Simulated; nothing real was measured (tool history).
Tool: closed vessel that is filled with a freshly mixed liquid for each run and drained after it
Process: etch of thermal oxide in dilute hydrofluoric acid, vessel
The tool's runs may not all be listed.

| run | hour | temperature setpoint of the liquid (K) | parts of water to one part of 49 % hydrofluoric acid (parts by volume) | time in the liquid (s) | thickness taken off the thermal oxide on a monitor wafer (angstrom) |
|---|---|---|---|---|---|
| 1 | 0.0 | 295.15 | 195 | 885 | 180.90 |
| 2 | 4.2 | 295.15 | 250 | 885 | 133.04 |
| 3 | 10.8 | 296.65 | 225 | 885 | 160.45 |
| 4 | 11.8 | 296.65 | 270 | 885 | 127.59 |
| 5 | 14.5 | 296.65 | 270 | 950 | 137.29 |
| 6 | 15.8 | 296.65 | 315 | 950 | 112.68 |
| 7 | 24.2 | 300.65 | 235 | 950 | 188.37 |
| 8 | 32.2 | 301.15 | 215 | 950 | 213.75 |
| 9 | 34.1 | 301.65 | 195 | 950 | 245.24 |
| 10 | 36.7 | 302.15 | 180 | 950 | 276.10 |
| 11 | 42.7 | 303.15 | 125 | 950 | 443.90 |
| 12 | 52.1 | 302.15 | 125 | 950 | 426.93 |
| 13 | 54.8 | 301.65 | 125 | 950 | 418.15 |

The next listed run, before its measurement:
| 14 | 61.4 | 301.15 | 125 | 950 | ? |

thickness taken off the thermal oxide on a monitor wafer (angstrom): 410.25
